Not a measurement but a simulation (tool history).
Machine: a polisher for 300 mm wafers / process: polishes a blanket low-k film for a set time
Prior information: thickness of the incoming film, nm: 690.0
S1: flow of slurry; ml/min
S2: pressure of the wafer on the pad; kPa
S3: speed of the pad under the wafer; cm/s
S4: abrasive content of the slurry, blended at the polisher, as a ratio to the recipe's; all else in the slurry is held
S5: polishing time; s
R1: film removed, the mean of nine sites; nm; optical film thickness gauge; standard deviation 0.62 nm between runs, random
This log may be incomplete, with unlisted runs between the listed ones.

run 1 hour=0 | S1=220 S2=9.7 S3=94 S4=1 S5=114 | R1=40.314
run 2 hour=4.6 | S1=220 S2=9.7 S3=84 S4=1 S5=114 | R1=36.258
run 3 hour=13.1 | S1=220 S2=9.7 S3=106 S4=1 S5=114 | R1=43.6
run 4 hour=16.2 | S1=220 S2=9.7 S3=120 S4=1 S5=114 | R1=48.149
run 5 hour=18.8 | S1=220 S2=9.7 S3=140 S4=1 S5=114 | R1=54.542
run 6 hour=19.7 | S1=220 S2=8.3 S3=140 S4=1 S5=114 | R1=46.975
run 7 hour=22.2 | S1=235 S2=11 S3=142 S4=1 S5=114 | R1=62.776
run 8 hour=24.1 | S1=235 S2=11.7 S3=142 S4=1 S5=114 | R1=67.538

Forecast run 9:
run 9 hour=27.7 | S1=235 S2=12.4 S3=142 S4=1 S5=114 | R1=?

Logged for run 9: R1 71.271 nm.

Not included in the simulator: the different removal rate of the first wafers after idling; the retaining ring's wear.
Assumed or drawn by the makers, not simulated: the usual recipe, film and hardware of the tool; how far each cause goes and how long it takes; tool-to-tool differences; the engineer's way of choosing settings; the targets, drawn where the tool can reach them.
